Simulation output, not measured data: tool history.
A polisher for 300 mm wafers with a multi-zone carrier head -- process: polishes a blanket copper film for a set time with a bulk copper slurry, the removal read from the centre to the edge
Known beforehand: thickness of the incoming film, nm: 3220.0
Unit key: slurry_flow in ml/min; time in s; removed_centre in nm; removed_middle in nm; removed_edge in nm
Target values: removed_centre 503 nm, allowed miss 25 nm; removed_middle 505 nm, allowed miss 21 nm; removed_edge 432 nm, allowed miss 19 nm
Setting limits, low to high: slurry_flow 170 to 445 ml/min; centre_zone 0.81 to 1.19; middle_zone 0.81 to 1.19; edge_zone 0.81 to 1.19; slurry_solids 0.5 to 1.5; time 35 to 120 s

run 1 hour=0 | slurry_flow=285 centre_zone=1 middle_zone=1 edge_zone=1 slurry_solids=1 time=77 | removed_centre=326.57 removed_middle=337.77 removed_edge=341.85
run 2 hour=7.3 | slurry_flow=290 centre_zone=1.03 middle_zone=1.03 edge_zone=0.99 slurry_solids=1.1 time=79 | removed_centre=367.86 removed_middle=368.56 removed_edge=359.86
run 3 hour=11.2 | slurry_flow=295 centre_zone=1.04 middle_zone=1.06 edge_zone=0.99 slurry_solids=1.2 time=80 | removed_centre=375.6 removed_middle=395.21 removed_edge=375.33
run 4 hour=12.5 | slurry_flow=295 centre_zone=1.01 middle_zone=1.06 edge_zone=0.99 slurry_solids=1.2 time=80 | removed_centre=373.45 removed_middle=391.64 removed_edge=380.24
run 5 hour=13.2 | slurry_flow=300 centre_zone=1.04 middle_zone=1.08 edge_zone=0.99 slurry_solids=1.25 time=81 | removed_centre=387.76 removed_middle=400.68 removed_edge=376.8
run 6 hour=20.1 | slurry_flow=300 centre_zone=0.96 middle_zone=1.08 edge_zone=0.99 slurry_solids=1.25 time=81 | removed_centre=366.77 removed_middle=400.7 removed_edge=383.55
run 7 hour=26.8 | slurry_flow=305 centre_zone=1 middle_zone=1.09 edge_zone=0.98 slurry_solids=1.3 time=83 | removed_centre=386.13 removed_middle=425.56 removed_edge=392.66
run 8 hour=34 | slurry_flow=305 centre_zone=1.04 middle_zone=1.1 edge_zone=0.98 slurry_solids=1.35 time=84 | removed_centre=410.95 removed_middle=441.67 removed_edge=393.34

Consider the 4 candidate settings below. Which is the only one whose results all fall within their allowed miss of target?
run A hour=41.2 | slurry_flow=360 centre_zone=0.9 middle_zone=1.07 edge_zone=1.1 slurry_solids=1.5 time=69 | removed_centre=? removed_middle=? removed_edge=?
run B hour=41.2 | slurry_flow=305 centre_zone=1.01 middle_zone=1.19 edge_zone=0.95 slurry_solids=1.2 time=102 | removed_centre=? removed_middle=? removed_edge=?
run C hour=41.2 | slurry_flow=330 centre_zone=1.12 middle_zone=1.11 edge_zone=0.89 slurry_solids=1.2 time=97 | removed_centre=? removed_middle=? removed_edge=?
run D hour=41.2 | slurry_flow=300 centre_zone=1.18 middle_zone=0.9 edge_zone=1.08 slurry_solids=1.25 time=88 | removed_centre=? removed_middle=? removed_edge=?

move=A removed_centre=309.8 removed_middle=367.61 removed_edge=366.43
move=B removed_centre=468.55 removed_middle=552.81 removed_edge=471.61
move=C removed_centre=489.02 removed_middle=500.4 removed_edge=438.2
move=D removed_centre=462.31 removed_middle=384.23 removed_edge=438.3
A: lands further from the targets than the last run did
B: gains on the last run, yet a result remains outside its allowed miss
C: meets every target
D: lands further from the targets than the last run did
So the answer is move C, the one that meets all the targets.

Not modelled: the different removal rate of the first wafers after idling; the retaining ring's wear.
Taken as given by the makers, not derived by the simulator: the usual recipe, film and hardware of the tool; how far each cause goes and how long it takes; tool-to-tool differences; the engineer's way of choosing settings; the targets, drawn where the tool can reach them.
